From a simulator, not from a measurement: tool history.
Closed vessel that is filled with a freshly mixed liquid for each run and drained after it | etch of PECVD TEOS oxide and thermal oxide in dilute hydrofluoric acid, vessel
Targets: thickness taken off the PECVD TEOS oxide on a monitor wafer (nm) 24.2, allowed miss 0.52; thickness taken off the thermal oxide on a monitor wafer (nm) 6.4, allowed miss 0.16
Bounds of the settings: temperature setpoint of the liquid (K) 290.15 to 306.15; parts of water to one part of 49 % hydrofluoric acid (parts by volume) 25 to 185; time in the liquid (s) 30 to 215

run,hour,temperature setpoint of the liquid (K),parts of water to one part of 49 % hydrofluoric acid (parts by volume),time in the liquid (s),thickness taken off the PECVD TEOS oxide on a monitor wafer (nm),thickness taken off the thermal oxide on a monitor wafer (nm)
1,0,298.15,105,110,18.583,4.9198
2,7.8,294.65,105,110,16.1,4.2225
3,12.5,296.65,105,110,17.533,4.6737
4,21,295.15,105,110,16.586,4.368
5,24.8,293.65,105,110,15.444,4.1132
6,32,293.65,85,110,19.435,5.2372
7,38.5,294.65,85,110,20.501,5.3707
8,41,295.65,85,110,21.125,5.5761
9,47.5,296.15,85,110,21.583,5.6965
10,50.2,296.65,85,110,22.056,5.8722
11,58.3,297.15,85,110,22.629,5.9623
12,60.8,297.65,85,110,23.335,6.0977
# hour 67.3: thermometer replaced
13,67.3,298.15,85,110,24.914,6.5964

Which of these 4 next moves meets every target?
A,73.8,298.65,85,105,?,?
B,73.8,296.15,75,105,?,?
C,73.8,291.65,65,110,?,?
D,73.8,296.15,90,130,?,?

move,thickness taken off the PECVD TEOS oxide on a monitor wafer (nm),thickness taken off the thermal oxide on a monitor wafer (nm)
A,24.139,6.4493
B,25.064,6.6964
C,25.423,6.7921
D,25.386,6.7825
A: meets every target
B: further off than the last run
C: further off than the last run
D: further off than the last run
The right move is A.
